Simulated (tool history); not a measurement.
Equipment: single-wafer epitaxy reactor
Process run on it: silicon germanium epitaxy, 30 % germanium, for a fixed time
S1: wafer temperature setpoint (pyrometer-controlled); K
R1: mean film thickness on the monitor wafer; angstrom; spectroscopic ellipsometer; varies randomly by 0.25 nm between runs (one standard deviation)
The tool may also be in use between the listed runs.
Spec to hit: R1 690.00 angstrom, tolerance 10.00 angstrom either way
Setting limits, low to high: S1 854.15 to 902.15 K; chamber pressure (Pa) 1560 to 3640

Run 1, hour 0.0: S1 878.15 K, chamber pressure (Pa) 2600. Result: R1 647.39 angstrom.
Run 2, hour 1.8: S1 879.15 K, chamber pressure (Pa) 2600. Result: R1 657.40 angstrom.
Run 3, hour 2.4: S1 888.15 K, chamber pressure (Pa) 2600. Result: R1 758.11 angstrom.
Run 4, hour 3.0: S1 886.15 K, chamber pressure (Pa) 2600. Result: R1 737.58 angstrom.
Run 5, hour 7.7: S1 891.15 K, chamber pressure (Pa) 2600. Result: R1 800.80 angstrom.
Run 6, hour 8.9: S1 891.15 K, chamber pressure (Pa) 2146. Result: R1 744.09 angstrom.
Run 7, hour 12.5: S1 890.15 K, chamber pressure (Pa) 2146. Result: R1 731.59 angstrom.
Run 8, hour 17.6: S1 889.15 K, chamber pressure (Pa) 2146. Result: R1 717.02 angstrom.

Exercise: of the 5 proposed moves below, exactly one satisfies all targets within the stated allowed misses. Which move is it?
Run A, hour 22.7: S1 891.15 K, chamber pressure (Pa) 2160. Result: R1 ?.
Run B, hour 22.7: S1 887.15 K, chamber pressure (Pa) 2146. Result: R1 ?.
Run C, hour 22.7: S1 893.15 K, chamber pressure (Pa) 1800. Result: R1 ?.
Run D, hour 22.7: S1 893.15 K, chamber pressure (Pa) 1853. Result: R1 ?.
Run E, hour 22.7: S1 890.15 K, chamber pressure (Pa) 2200. Result: R1 ?.

move      R1
   A  737.56
   B  688.80
   C  706.73
   D  715.34
   E  731.07
A: lands further from the targets than the last run did
B: all results land within tolerance of their targets
C: better than the last run, though not everything is in spec
D: better than the last run, though not everything is in spec
E: lands further from the targets than the last run did
B is the move that brings every result within its allowed miss.
